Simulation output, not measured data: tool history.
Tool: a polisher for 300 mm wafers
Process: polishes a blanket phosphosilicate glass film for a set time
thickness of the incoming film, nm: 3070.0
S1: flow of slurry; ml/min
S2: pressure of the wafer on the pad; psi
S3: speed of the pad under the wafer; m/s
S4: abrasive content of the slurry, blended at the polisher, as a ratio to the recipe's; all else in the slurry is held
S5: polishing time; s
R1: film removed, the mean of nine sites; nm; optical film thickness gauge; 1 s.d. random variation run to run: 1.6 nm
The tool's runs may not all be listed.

{"run": 1, "hour": 0.0, "S1": 300, "S2": 3.9, "S3": 0.88, "S4": 1, "S5": 23, "R1": 197.63}
{"run": 2, "hour": 6.2, "S1": 300, "S2": 3.4, "S3": 0.88, "S4": 1, "S5": 23, "R1": 166.87}
{"run": 3, "hour": 9.5, "S1": 300, "S2": 3.4, "S3": 0.88, "S4": 1, "S5": 21, "R1": 154.53}
{"run": 4, "hour": 18.5, "S1": 300, "S2": 3.4, "S3": 0.88, "S4": 1.1, "S5": 21, "R1": 159.92}
{"run": 5, "hour": 24.0, "S1": 300, "S2": 3.2, "S3": 0.88, "S4": 1.1, "S5": 21, "R1": 155.65}
{"run": 6, "hour": 29.2, "S1": 300, "S2": 3, "S3": 0.88, "S4": 1.1, "S5": 21, "R1": 141.77}
{"run": 7, "hour": 34.5, "S1": 300, "S2": 2.9, "S3": 0.88, "S4": 1.1, "S5": 21, "R1": 137.32}
{"run": 8, "hour": 37.3, "S1": 300, "S2": 2.3, "S3": 0.86, "S4": 1.1, "S5": 21, "R1": 109.68}

What does the tool deliver on the next run?
{"run": 9, "hour": 45.7, "S1": 300, "S2": 2.4, "S3": 0.86, "S4": 1.1, "S5": 21, "R1": "?"}

R1: 112.7 nm
